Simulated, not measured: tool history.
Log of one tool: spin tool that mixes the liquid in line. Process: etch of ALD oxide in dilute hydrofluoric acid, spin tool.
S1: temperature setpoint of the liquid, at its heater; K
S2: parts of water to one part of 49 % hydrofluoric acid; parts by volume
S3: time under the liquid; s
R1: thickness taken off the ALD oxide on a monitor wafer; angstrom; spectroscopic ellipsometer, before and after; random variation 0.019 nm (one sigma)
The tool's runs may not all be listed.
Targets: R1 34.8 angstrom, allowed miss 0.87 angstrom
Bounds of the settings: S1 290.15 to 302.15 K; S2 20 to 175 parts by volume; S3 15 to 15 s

run	day	S1	S2	S3	R1
1	0	294.15	95	15	18.435
2	0.296	296.65	85	15	23.221
3	0.367	296.65	85	15	23.179
4	0.392	296.65	55	15	37.013
5	0.567	296.65	40	15	52.141
6	0.758	294.65	45	15	42.255
7	0.788	293.15	45	15	39.747
8	0.825	292.15	45	15	37.981
9	0.879	291.65	45	15	37.184
10	0.933	291.15	45	15	36.373

Which of these 5 next moves meets every target?
A	0.988	292.15	45	15	?
B	0.988	297.15	55	15	?
C	0.988	290.65	50	15	?
D	0.988	291.65	45	15	?
E	0.988	290.15	45	15	?

move	R1
A	38.312
B	38.187
C	32.135
D	37.497
E	35.135
A: further off than the last run
B: further off than the last run
C: takes the result that was furthest off past its target
D: further off than the last run
E: meets every target
The right move is E.
